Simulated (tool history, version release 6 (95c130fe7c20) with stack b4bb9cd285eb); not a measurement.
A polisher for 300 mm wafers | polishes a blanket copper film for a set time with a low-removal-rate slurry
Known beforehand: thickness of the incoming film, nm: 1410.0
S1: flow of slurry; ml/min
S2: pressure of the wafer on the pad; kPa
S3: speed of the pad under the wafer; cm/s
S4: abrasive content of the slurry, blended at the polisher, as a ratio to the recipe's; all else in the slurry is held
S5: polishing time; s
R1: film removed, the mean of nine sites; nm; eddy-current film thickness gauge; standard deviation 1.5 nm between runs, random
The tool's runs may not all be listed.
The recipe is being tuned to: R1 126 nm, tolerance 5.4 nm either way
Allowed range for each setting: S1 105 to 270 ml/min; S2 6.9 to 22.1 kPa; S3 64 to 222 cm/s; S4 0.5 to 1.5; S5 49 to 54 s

run	hour	S1	S2	S3	S4	S5	R1
1	0	175	14.5	142	1	54	171.47
2	5.3	175	13.8	142	1	54	161.66
3	9.1	175	13.8	142	0.9	54	160.41
4	14.7	175	13.1	142	0.9	54	148.22
5	20.9	175	13.1	142	0.9	54	152.06
6	25.4	175	12.4	142	0.9	54	145.1
7	33.2	175	12.4	142	0.9	54	141.12
8	34.9	175	11.7	142	0.9	54	133.04

Pick the move, out of 4, that brings all results within their allowed miss; only one does.
A	36.6	220	14.5	94	0.8	52	?
B	36.6	260	11.7	140	0.9	49	?
C	36.6	180	7.6	188	1.05	53	?
D	36.6	185	10.3	140	0.85	53	?

move	R1
A	119.31
B	127.33
C	114.62
D	116.09
A: takes the result that was furthest off past its target
B: all results in spec
C: takes the result that was furthest off past its target
D: takes the result that was furthest off past its target
B is the move that brings every result within its allowed miss.

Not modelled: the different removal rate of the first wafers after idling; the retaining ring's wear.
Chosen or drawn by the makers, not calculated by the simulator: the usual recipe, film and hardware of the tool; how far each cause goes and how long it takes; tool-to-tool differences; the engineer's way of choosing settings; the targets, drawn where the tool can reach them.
